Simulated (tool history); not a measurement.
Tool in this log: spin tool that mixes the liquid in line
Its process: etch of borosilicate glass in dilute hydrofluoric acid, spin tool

| run | hour | temperature setpoint of the liquid (C) | parts of water to one part of 49 % hydrofluoric acid (parts by volume) | time under the liquid (s) | thickness taken off the borosilicate glass on a monitor wafer (angstrom) |
|---|---|---|---|---|---|
| 1 | 0 | 25 | 255 | 65 | 83.901 |
| 2 | 6.5 | 28 | 255 | 65 | 93.508 |
| 3 | 15 | 24.5 | 255 | 65 | 83.038 |
| 4 | 21.7 | 26.5 | 240 | 65 | 96.331 |
| 5 | 22.2 | 28 | 230 | 65 | 106.36 |
| 6 | 29.1 | 29 | 225 | 65 | 112.88 |
| 7 | 38.1 | 29 | 225 | 65 | 113.65 |
| 8 | 39.4 | 30 | 220 | 65 | 121.15 |
| 9 | 42.7 | 30.5 | 215 | 65 | 126.28 |

Run 10 comes next. What will it give?
| 10 | 50.6 | 33 | 205 | 65 | ? |

thickness taken off the borosilicate glass on a monitor wafer (angstrom): 146.39

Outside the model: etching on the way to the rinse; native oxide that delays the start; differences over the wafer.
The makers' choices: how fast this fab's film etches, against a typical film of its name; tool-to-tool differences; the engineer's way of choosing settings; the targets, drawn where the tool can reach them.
